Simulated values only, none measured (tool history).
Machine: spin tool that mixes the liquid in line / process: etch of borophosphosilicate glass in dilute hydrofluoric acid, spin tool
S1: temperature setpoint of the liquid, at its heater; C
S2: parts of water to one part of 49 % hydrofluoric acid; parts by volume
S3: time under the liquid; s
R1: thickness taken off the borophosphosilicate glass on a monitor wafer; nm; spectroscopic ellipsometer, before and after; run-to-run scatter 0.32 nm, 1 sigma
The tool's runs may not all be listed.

run 1 hour=0.0 | S1=24.0 S2=65 S3=75 | R1=68.853
run 2 hour=6.7 | S1=25.0 S2=65 S3=75 | R1=71.775
run 3 hour=13.3 | S1=25.0 S2=45 S3=75 | R1=106.120
run 4 hour=17.3 | S1=25.0 S2=45 S3=80 | R1=112.840
run 5 hour=21.8 | S1=24.5 S2=45 S3=80 | R1=110.940
run 6 hour=27.8 | S1=24.5 S2=30 S3=80 | R1=170.370
run 7 hour=36.4 | S1=23.5 S2=35 S3=80 | R1=139.210
run 8 hour=45.2 | S1=22.5 S2=35 S3=80 | R1=132.680
run 9 hour=46.0 | S1=21.5 S2=35 S3=80 | R1=127.570
run 10 hour=53.1 | S1=21.5 S2=35 S3=80 | R1=126.670
run 11 hour=60.9 | S1=17.5 S2=45 S3=80 | R1=82.762

Predict the results of run 12:
run 12 hour=63.6 | S1=18.0 S2=45 S3=80 | R1=?

R1: 84.681 nm
